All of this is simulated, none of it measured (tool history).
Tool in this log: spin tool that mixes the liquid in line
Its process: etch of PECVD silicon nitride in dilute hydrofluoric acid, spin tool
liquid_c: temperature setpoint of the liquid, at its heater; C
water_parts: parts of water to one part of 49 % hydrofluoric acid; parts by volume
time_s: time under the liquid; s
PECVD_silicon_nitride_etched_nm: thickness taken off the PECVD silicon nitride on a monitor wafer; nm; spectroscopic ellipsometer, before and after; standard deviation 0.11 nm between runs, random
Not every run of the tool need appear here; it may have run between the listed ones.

| run | hour | liquid_c | water_parts | time_s | PECVD_silicon_nitride_etched_nm |
|---|---|---|---|---|---|
| 1 | 0.0 | 24.0 | 95 | 190 | 8.5621 |
| 2 | 7.6 | 27.0 | 95 | 190 | 10.4060 |
| 3 | 14.5 | 27.5 | 95 | 190 | 10.5910 |
| 4 | 21.4 | 28.0 | 95 | 190 | 11.0330 |
| 5 | 29.3 | 28.5 | 95 | 190 | 11.5350 |
| 6 | 30.1 | 25.0 | 95 | 190 | 9.0099 |

Run 7 is up next; what results do you expect?
| 7 | 39.1 | 29.0 | 95 | 190 | ? |

Run 7 gave PECVD_silicon_nitride_etched_nm 11.8820 nm.
